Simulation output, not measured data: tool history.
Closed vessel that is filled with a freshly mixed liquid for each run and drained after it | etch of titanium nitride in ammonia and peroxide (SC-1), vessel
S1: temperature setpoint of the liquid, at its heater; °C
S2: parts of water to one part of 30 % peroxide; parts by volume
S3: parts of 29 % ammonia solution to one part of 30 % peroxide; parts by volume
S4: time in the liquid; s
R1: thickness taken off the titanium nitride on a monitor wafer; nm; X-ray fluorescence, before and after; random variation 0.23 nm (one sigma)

run	hour	S1	S2	S3	S4	R1
1	0.0	52.0	6.5	0.7	310	31.527
2	8.1	53.0	6.5	0.7	310	33.969
3	13.0	53.5	6.5	0.7	310	35.137
4	19.3	53.5	6.5	0.9	310	36.153
5	27.1	53.5	6.5	0.7	310	35.250
6	30.9	53.5	6.5	0.9	310	36.737

The next listed run, before its measurement:
7	32.4	54.0	6.5	0.9	310	?

Run 7 gave R1 37.575 nm.

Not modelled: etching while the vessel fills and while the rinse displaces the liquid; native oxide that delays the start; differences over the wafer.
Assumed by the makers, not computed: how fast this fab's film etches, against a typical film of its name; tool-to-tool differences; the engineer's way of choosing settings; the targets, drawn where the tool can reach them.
